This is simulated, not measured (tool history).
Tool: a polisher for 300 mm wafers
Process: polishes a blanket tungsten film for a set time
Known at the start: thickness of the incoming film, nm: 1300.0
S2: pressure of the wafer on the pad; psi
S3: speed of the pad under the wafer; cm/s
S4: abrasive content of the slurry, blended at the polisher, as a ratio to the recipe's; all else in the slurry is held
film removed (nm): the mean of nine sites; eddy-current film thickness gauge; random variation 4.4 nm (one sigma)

Run 1, hour 0: flow of slurry (ml/min) 245, S2 4.8 psi, S3 104 cm/s, S4 1, polishing time (s) 42. Result: film removed (nm) 298.09.
Run 2, hour 1: flow of slurry (ml/min) 245, S2 5.2 psi, S3 104 cm/s, S4 1, polishing time (s) 42. Result: film removed (nm) 309.55.
Run 3, hour 7.7: flow of slurry (ml/min) 245, S2 5.6 psi, S3 106 cm/s, S4 1, polishing time (s) 42. Result: film removed (nm) 334.21.
Run 4, hour 12.7: flow of slurry (ml/min) 245, S2 5.6 psi, S3 106 cm/s, S4 0.9, polishing time (s) 42. Result: film removed (nm) 328.33.
Run 5, hour 20.4: flow of slurry (ml/min) 245, S2 5.6 psi, S3 106 cm/s, S4 1.1, polishing time (s) 42. Result: film removed (nm) 338.09.
Run 6, hour 22.7: flow of slurry (ml/min) 245, S2 6 psi, S3 108 cm/s, S4 1.1, polishing time (s) 42. Result: film removed (nm) 366.65.
Run 7, hour 27: flow of slurry (ml/min) 245, S2 6.3 psi, S3 110 cm/s, S4 1.1, polishing time (s) 42. Result: film removed (nm) 385.03.
Run 8, hour 27.5: flow of slurry (ml/min) 245, S2 6.5 psi, S3 112 cm/s, S4 1.1, polishing time (s) 42. Result: film removed (nm) 401.66.

Run 9 comes next. What will it give?
Run 9, hour 34.7: flow of slurry (ml/min) 255, S2 7.5 psi, S3 116 cm/s, S4 1.1, polishing time (s) 42. Result: film removed (nm) ?.

Run 9 gave film removed (nm) 464.54.

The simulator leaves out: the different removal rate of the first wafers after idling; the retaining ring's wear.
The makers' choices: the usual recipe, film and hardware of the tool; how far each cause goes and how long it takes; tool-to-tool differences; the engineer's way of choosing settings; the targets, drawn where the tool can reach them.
